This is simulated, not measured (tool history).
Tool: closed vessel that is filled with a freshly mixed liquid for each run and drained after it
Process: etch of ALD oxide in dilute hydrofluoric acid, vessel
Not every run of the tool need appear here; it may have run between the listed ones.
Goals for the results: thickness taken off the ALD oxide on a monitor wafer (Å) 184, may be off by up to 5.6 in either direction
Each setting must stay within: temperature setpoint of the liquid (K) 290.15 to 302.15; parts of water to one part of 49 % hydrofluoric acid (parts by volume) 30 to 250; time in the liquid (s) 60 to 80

run,day,temperature setpoint of the liquid (K),parts of water to one part of 49 % hydrofluoric acid (parts by volume),time in the liquid (s),thickness taken off the ALD oxide on a monitor wafer (Å)
1,0,294.15,140,80,146.62
2,0.117,297.65,140,80,167.62
3,0.317,297.65,90,80,275.65
4,0.454,296.65,90,80,271.82
5,0.617,296.15,90,80,263.61
6,0.671,296.15,75,80,321.12
7,0.933,295.65,80,80,292.43
8,1.158,295.15,85,80,267.67
9,1.354,294.65,85,80,263.99
10,1.612,294.15,85,80,260.82
# day 1.704: thermometer replaced
11,1.704,293.65,90,80,230.1
12,1.775,293.15,90,80,219.06

4 next moves are on the table. One of them brings every result within its allowed miss. Which?
A,1.846,290.15,80,75,?
B,1.846,294.15,105,75,?
C,1.846,293.15,75,80,?
D,1.846,293.65,120,80,?

move,thickness taken off the ALD oxide on a monitor wafer (Å)
A,206.99
B,181.22
C,268.8
D,163
A: nearer than the last run, and not there yet
B: each result inside its tolerance
C: its largest miss is bigger than the last run's
D: carries the result that was furthest off beyond its target, to the other side
B is the move that brings every result within its allowed miss.

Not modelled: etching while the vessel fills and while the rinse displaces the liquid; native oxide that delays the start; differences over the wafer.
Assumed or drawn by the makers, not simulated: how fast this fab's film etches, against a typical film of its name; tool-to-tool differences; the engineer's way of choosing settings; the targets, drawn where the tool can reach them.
